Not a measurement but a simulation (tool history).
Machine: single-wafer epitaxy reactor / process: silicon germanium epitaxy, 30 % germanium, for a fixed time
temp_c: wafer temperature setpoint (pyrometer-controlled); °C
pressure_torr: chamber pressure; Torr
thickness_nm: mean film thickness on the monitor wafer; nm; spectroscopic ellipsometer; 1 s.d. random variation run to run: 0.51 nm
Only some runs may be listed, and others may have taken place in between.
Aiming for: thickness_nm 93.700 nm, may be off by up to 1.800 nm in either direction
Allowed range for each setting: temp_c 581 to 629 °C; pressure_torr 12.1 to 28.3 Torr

run  hour  temp_c  pressure_torr  thickness_nm
  1   0.0     605           20.2        75.990
  2   7.6     605           22.1        78.328
  3  12.4     607           22.1        80.420
  4  14.7     607           24.2        84.948
  5  20.5     608           24.2        85.497
  6  23.0     608           22.4        83.175
  7  25.3     609           22.4        85.893
  8  26.3     610           22.4        85.540
  9  32.6     611           22.4        88.121
 10  35.3     612           22.4        88.317
 11  40.0     613           22.4        89.787

5 next moves are on the table. One of them brings every result within its allowed miss. Which?
  A  44.7     609           22.7             ?
  B  44.7     610           21.9             ?
  C  44.7     613           23.9             ?
  D  44.7     609           22.5             ?
  E  44.7     617           22.4             ?

move  thickness_nm
   A        85.837
   B        85.884
   C        94.346
   D        85.478
   E        98.095
A: further off than the last run
B: further off than the last run
C: each result inside its tolerance
D: further off than the last run
E: carries the result that was furthest off beyond its target, to the other side
The move that meets every target is C.

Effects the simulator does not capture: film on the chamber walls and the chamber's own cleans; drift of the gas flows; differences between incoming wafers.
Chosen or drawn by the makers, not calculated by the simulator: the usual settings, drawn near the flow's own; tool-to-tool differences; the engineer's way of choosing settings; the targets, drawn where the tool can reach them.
